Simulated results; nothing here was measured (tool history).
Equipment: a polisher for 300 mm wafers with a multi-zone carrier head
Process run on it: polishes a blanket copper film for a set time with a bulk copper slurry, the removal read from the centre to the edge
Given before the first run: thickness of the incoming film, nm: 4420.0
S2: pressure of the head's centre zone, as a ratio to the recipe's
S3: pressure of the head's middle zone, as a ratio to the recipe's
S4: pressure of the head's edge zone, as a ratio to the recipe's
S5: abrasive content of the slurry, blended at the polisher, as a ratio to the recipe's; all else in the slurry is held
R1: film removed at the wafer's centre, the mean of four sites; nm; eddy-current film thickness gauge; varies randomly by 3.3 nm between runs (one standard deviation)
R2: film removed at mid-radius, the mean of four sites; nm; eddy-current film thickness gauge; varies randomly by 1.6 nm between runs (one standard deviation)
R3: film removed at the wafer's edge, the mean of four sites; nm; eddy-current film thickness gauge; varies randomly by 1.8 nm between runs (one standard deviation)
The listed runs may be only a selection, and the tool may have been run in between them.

Run 1, hour 0.0: flow of slurry (ml/min) 175, S2 1.00, S3 1.00, S4 1.00, S5 1.00, polishing time (s) 56. Result: R1 381.78 nm, R2 376.84 nm, R3 382.20 nm.
Run 2, hour 1.0: flow of slurry (ml/min) 175, S2 0.93, S3 1.00, S4 1.00, S5 1.00, polishing time (s) 56. Result: R1 348.72 nm, R2 372.85 nm, R3 392.23 nm.
Run 3, hour 8.8: flow of slurry (ml/min) 170, S2 0.95, S3 0.99, S4 0.98, S5 0.95, polishing time (s) 53. Result: R1 339.22 nm, R2 348.96 nm, R3 355.20 nm.
Run 4, hour 13.8: flow of slurry (ml/min) 170, S2 0.95, S3 0.99, S4 0.98, S5 0.95, polishing time (s) 44. Result: R1 285.51 nm, R2 293.16 nm, R3 295.29 nm.
Run 5, hour 19.4: flow of slurry (ml/min) 170, S2 0.95, S3 0.99, S4 0.98, S5 1.10, polishing time (s) 44. Result: R1 287.86 nm, R2 296.43 nm, R3 304.42 nm.
Run 6, hour 25.9: flow of slurry (ml/min) 170, S2 0.95, S3 1.06, S4 0.98, S5 1.10, polishing time (s) 44. Result: R1 290.27 nm, R2 319.85 nm, R3 308.09 nm.
Run 7, hour 27.9: flow of slurry (ml/min) 165, S2 0.96, S3 1.03, S4 0.96, S5 1.05, polishing time (s) 43. Result: R1 281.36 nm, R2 296.77 nm, R3 292.03 nm.
Run 8, hour 29.2: flow of slurry (ml/min) 160, S2 0.97, S3 1.01, S4 0.94, S5 1.00, polishing time (s) 43. Result: R1 274.44 nm, R2 288.71 nm, R3 284.20 nm.
Run 9, hour 35.0: flow of slurry (ml/min) 155, S2 0.99, S3 0.99, S4 0.93, S5 0.95, polishing time (s) 43. Result: R1 285.18 nm, R2 274.62 nm, R3 283.37 nm.
Run 10, hour 43.9: flow of slurry (ml/min) 160, S2 1.00, S3 0.98, S4 0.92, S5 0.90, polishing time (s) 42. Result: R1 273.45 nm, R2 268.89 nm, R3 265.36 nm.
Run 11, hour 50.1: flow of slurry (ml/min) 160, S2 1.01, S3 0.96, S4 0.91, S5 0.85, polishing time (s) 42. Result: R1 271.63 nm, R2 256.33 nm, R3 262.25 nm.
Run 12, hour 53.5: flow of slurry (ml/min) 160, S2 1.02, S3 0.95, S4 0.90, S5 0.80, polishing time (s) 42. Result: R1 278.48 nm, R2 252.37 nm, R3 260.35 nm.
Run 13, hour 60.2: flow of slurry (ml/min) 160, S2 1.03, S3 0.95, S4 0.89, S5 0.75, polishing time (s) 41. Result: R1 267.23 nm, R2 243.87 nm, R3 249.75 nm.
Run 14, hour 68.6: flow of slurry (ml/min) 160, S2 1.04, S3 0.95, S4 0.88, S5 0.70, polishing time (s) 41. Result: R1 259.32 nm, R2 239.46 nm, R3 244.39 nm.
Run 15, hour 70.5: flow of slurry (ml/min) 160, S2 1.04, S3 0.95, S4 0.88, S5 0.70, polishing time (s) 41. Result: R1 261.01 nm, R2 239.62 nm, R3 243.25 nm.
Run 16, hour 75.4: flow of slurry (ml/min) 160, S2 1.05, S3 0.95, S4 0.87, S5 0.70, polishing time (s) 41. Result: R1 259.91 nm, R2 237.50 nm, R3 240.27 nm.
Run 17, hour 79.6: flow of slurry (ml/min) 155, S2 1.06, S3 0.95, S4 0.86, S5 0.70, polishing time (s) 41. Result: R1 259.92 nm, R2 239.70 nm, R3 239.70 nm.
Run 18, hour 86.4: flow of slurry (ml/min) 155, S2 1.07, S3 0.94, S4 0.85, S5 0.65, polishing time (s) 41. Result: R1 261.30 nm, R2 229.47 nm, R3 237.42 nm.
Run 19, hour 93.6: flow of slurry (ml/min) 155, S2 1.08, S3 0.94, S4 0.84, S5 0.65, polishing time (s) 41. Result: R1 264.97 nm, R2 232.95 nm, R3 235.66 nm.
Run 20, hour 101.2: flow of slurry (ml/min) 155, S2 1.09, S3 0.94, S4 0.84, S5 0.65, polishing time (s) 41. Result: R1 270.68 nm, R2 232.30 nm, R3 230.78 nm.
Run 21, hour 102.0: flow of slurry (ml/min) 150, S2 1.09, S3 0.94, S4 0.84, S5 0.65, polishing time (s) 41. Result: R1 265.80 nm, R2 230.25 nm, R3 236.66 nm.
Run 22, hour 110.4: flow of slurry (ml/min) 155, S2 1.09, S3 0.93, S4 0.84, S5 0.65, polishing time (s) 41. Result: R1 270.90 nm, R2 229.33 nm, R3 234.62 nm.
Run 23, hour 117.4: flow of slurry (ml/min) 150, S2 1.11, S3 0.91, S4 0.81, S5 0.50, polishing time (s) 38. Result: R1 239.40 nm, R2 199.70 nm, R3 200.90 nm.

Estimate the outcome of run 24 from the log above:
Run 24, hour 120.6: flow of slurry (ml/min) 155, S2 1.11, S3 0.91, S4 0.82, S5 0.50, polishing time (s) 38. Result: R1 ?, R2 ?, R3 ?.

Run 24 produced R1 244.07 nm, R2 200.81 nm, R3 203.50 nm.

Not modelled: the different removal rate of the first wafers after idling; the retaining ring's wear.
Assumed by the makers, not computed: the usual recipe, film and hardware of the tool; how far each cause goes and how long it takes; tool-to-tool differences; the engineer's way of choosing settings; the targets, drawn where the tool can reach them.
